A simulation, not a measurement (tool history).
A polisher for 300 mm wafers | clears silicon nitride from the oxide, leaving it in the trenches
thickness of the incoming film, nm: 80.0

run  hour  flow of slurry (ml/min)  pressure of the wafer on the pad (kPa)  speed of the pad under the wafer (m/s)  overpolish time after the end point (s)  time until the end point was called (s)
  1     0                      195                                    18.6                                    1.18                                        5                                   89.251
  2   2.7                      195                                    20.7                                    1.18                                        5                                   79.769
  3   5.6                      195                                    20.7                                    1.18                                        5                                   78.844
  4  14.2                      240                                    20.7                                    1.18                                        5                                   78.094
  5  18.9                      240                                    21.4                                    1.18                                        5                                   73.667
  6  22.6                      240                                    21.4                                    1.18                                        5                                   74.678

The next listed run, before its measurement:
  7  28.3                      240                                    22.1                                    1.18                                        5                                        ?

time until the end point was called (s): 73.072
